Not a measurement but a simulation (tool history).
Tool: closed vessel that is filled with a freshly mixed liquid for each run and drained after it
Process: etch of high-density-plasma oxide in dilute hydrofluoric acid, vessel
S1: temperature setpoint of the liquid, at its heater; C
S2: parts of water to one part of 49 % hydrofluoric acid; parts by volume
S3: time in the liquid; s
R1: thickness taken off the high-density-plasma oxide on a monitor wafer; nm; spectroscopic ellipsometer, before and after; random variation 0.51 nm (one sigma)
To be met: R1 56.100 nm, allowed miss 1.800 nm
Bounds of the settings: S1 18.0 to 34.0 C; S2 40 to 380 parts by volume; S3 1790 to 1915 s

run  hour    S1   S2    S3      R1
  1   0.0  26.0  210  1790  68.553
  2   2.8  28.5  210  1790  73.917
  3   6.8  27.0  210  1790  68.286
  4   9.8  27.0  210  1915  74.516
  5  18.5  25.5  210  1915  71.301
  6  27.8  25.5  210  1915  69.985
  7  34.9  24.5  210  1915  68.426
  8  38.0  23.5  210  1915  65.446
  9  44.9  23.0  210  1915  65.006
 10  47.5  19.0  215  1915  53.898

4 next moves are on the table. One of them brings every result within its allowed miss. Which?
  A  50.1  19.0  210  1915   ?
  B  50.1  18.5  210  1805   ?
  C  50.1  18.5  220  1915   ?
  D  50.1  19.0  220  1915   ?

move      R1
   A  55.323
   B  51.141
   C  51.310
   D  52.312
A: meets every target
B: further off than the last run
C: further off than the last run
D: further off than the last run
Move A is the one to make.
